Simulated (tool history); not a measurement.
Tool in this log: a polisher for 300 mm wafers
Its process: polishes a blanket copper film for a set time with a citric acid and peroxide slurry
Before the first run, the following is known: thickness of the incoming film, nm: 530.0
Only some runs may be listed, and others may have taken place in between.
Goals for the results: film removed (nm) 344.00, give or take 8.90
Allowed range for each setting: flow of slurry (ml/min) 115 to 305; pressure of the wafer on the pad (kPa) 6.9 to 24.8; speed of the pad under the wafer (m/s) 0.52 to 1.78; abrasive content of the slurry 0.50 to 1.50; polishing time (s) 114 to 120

| run | hour | flow of slurry (ml/min) | pressure of the wafer on the pad (kPa) | speed of the pad under the wafer (m/s) | abrasive content of the slurry | polishing time (s) | film removed (nm) |
|---|---|---|---|---|---|---|---|
| 1 | 0.0 | 195 | 15.9 | 1.14 | 1.00 | 114 | 188.72 |
| 2 | 2.8 | 200 | 16.5 | 1.14 | 1.00 | 114 | 196.32 |
| 3 | 6.0 | 200 | 15.2 | 1.14 | 1.00 | 114 | 177.93 |
| 4 | 8.3 | 200 | 15.2 | 1.14 | 1.00 | 114 | 180.19 |
| 5 | 17.0 | 200 | 15.9 | 1.14 | 1.00 | 114 | 187.64 |
| 6 | 23.4 | 200 | 16.5 | 1.14 | 1.00 | 114 | 195.55 |
| 7 | 30.8 | 200 | 17.2 | 1.14 | 1.00 | 114 | 202.71 |
| 8 | 38.7 | 200 | 17.9 | 1.16 | 1.00 | 114 | 215.26 |
| 9 | 45.8 | 200 | 18.6 | 1.16 | 1.00 | 114 | 220.11 |
| 10 | 49.6 | 235 | 22.8 | 1.28 | 1.00 | 114 | 300.98 |
| 11 | 52.5 | 235 | 24.1 | 1.30 | 1.00 | 114 | 326.79 |

Pick the move, out of 4, that brings all results within their allowed miss; only one does.
| A | 55.4 | 205 | 23.4 | 1.40 | 1.00 | 117 | ? |
| B | 55.4 | 220 | 22.8 | 1.28 | 1.10 | 119 | ? |
| C | 55.4 | 270 | 24.1 | 1.22 | 1.10 | 114 | ? |
| D | 55.4 | 240 | 24.8 | 1.12 | 1.25 | 119 | ? |

| move | film removed (nm) |
|---|---|
| A | 346.08 |
| B | 321.74 |
| C | 317.98 |
| D | 318.63 |
A: hits every target within its allowed miss
B: the biggest miss grows against the last run
C: the biggest miss grows against the last run
D: the biggest miss grows against the last run
The move that meets every target is A.
